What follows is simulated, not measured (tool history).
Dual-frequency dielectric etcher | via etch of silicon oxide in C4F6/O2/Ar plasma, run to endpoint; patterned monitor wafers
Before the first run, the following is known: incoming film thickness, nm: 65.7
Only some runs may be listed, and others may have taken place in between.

run,day,bias power (kW),source power (kW),Ar flow (sccm),endpoint time (s)
1,0.000,0.488,0.290,322,15.847
2,0.154,0.559,0.290,322,14.816
3,0.504,0.559,0.290,278,14.695
4,0.650,0.559,0.310,278,14.452
5,0.825,0.495,0.290,282,15.633
6,0.921,0.495,0.290,227,15.275
7,0.975,0.447,0.280,232,16.436
8,1.004,0.413,0.280,233,16.926
9,1.112,0.386,0.280,234,17.222

The next listed run, before its measurement:
10,1.396,0.364,0.270,235,?

{"run 10": {"endpoint time (s)": 18.041}}
